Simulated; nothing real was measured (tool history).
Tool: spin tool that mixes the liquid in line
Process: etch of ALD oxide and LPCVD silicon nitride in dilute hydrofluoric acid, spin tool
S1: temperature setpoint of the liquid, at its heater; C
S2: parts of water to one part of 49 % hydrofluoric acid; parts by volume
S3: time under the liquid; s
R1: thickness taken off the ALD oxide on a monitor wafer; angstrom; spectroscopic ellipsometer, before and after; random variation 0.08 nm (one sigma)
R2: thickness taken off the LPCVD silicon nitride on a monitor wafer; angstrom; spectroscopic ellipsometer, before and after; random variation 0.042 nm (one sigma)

| run | hour | S1 | S2 | S3 | R1 | R2 |
|---|---|---|---|---|---|---|
| 1 | 0 | 24 | 250 | 180 | 66.343 | 3.7209 |
| 2 | 3.8 | 26 | 240 | 180 | 74.226 | 3.919 |
| 3 | 4.9 | 27.5 | 235 | 180 | 80.215 | 4.1175 |
| 4 | 6.3 | 27.5 | 300 | 180 | 58.696 | 4.1249 |
| 5 | 8.2 | 27.5 | 300 | 225 | 73.742 | 4.0419 |
| 6 | 15.2 | 24 | 300 | 225 | 65.778 | 3.715 |
| 7 | 23.4 | 26.5 | 290 | 225 | 75.284 | 4.9015 |

The next listed run, before its measurement:
| 8 | 24 | 27 | 230 | 220 | ? | ? |

R1: 99.53 angstrom
R2: 6.1465 angstrom
